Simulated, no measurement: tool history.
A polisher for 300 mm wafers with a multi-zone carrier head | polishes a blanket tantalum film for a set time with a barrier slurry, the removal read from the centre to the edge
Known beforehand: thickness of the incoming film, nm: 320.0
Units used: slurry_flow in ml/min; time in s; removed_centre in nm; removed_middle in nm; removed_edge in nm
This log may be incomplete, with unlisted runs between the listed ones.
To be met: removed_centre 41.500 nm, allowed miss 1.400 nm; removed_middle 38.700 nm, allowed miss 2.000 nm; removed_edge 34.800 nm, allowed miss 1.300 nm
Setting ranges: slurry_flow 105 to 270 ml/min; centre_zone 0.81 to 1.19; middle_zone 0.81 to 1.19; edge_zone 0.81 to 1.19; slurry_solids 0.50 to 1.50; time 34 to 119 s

run	hour	slurry_flow	centre_zone	middle_zone	edge_zone	slurry_solids	time	removed_centre	removed_middle	removed_edge
1	0.0	175	1.00	1.00	1.00	1.00	76	66.232	66.202	63.026
2	7.9	175	1.01	1.00	0.98	0.95	72	61.632	61.436	58.859
3	10.4	175	1.01	1.06	0.98	0.95	72	62.854	65.573	57.725
4	17.3	215	1.01	1.06	0.98	0.95	72	64.592	66.456	60.090
5	18.7	215	1.01	1.06	0.93	0.95	72	64.628	67.467	59.974
6	24.9	215	1.01	1.06	0.93	1.05	72	67.353	66.671	60.468
7	28.3	200	1.11	0.96	0.84	0.80	50	44.869	38.857	36.052
8	29.5	195	1.10	0.96	0.84	0.80	50	45.092	38.109	35.387

Which one of the following 5 next-run settings gets every result inside its allowed miss? There is exactly one.
A	30.7	180	1.06	1.06	0.81	0.80	55	?	?	?
B	30.7	220	1.03	0.97	0.96	0.90	46	?	?	?
C	30.7	230	1.06	1.05	0.91	0.65	55	?	?	?
D	30.7	175	1.05	1.02	0.83	0.85	53	?	?	?
E	30.7	210	1.06	1.01	0.88	0.75	49	?	?	?

move	removed_centre	removed_middle	removed_edge
A	46.703	44.714	38.586
B	41.217	37.562	37.489
C	44.011	41.620	37.794
D	45.460	42.564	38.429
E	41.539	38.074	35.318
A: lands further from the targets than the last run did
B: meets the target for the result that was furthest off, but another lies outside its allowed miss
C: nearer than the last run, and not there yet
D: lands further from the targets than the last run did
E: in spec on every target
Move E is the one to make.

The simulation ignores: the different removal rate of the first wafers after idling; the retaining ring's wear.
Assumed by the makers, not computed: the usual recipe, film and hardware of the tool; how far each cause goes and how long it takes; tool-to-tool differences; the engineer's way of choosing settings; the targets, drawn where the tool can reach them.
